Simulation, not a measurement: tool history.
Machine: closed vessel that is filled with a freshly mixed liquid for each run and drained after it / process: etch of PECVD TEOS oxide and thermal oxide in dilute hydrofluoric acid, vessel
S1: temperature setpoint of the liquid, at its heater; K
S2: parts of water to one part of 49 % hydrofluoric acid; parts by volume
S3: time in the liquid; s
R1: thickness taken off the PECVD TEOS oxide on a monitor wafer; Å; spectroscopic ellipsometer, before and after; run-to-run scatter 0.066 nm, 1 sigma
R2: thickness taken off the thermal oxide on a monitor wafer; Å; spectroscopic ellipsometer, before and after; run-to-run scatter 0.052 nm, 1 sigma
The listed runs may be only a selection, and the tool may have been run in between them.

run	hour	S1	S2	S3	R1	R2
1	0	298.15	75	120	137.98	84.482
2	1.3	297.15	75	120	134.26	82.704
3	7.8	296.15	75	120	127.92	78.842
4	12.9	296.15	75	140	151.18	91.868
5	20.1	294.15	75	140	138.26	84.835
6	22.6	293.15	75	140	131.96	80.479
7	26.4	292.65	75	140	128.62	79.579

For run 8, what comes out?
8	28.8	292.15	75	140	?	?

R1: 127.89 Å
R2: 77.682 Å
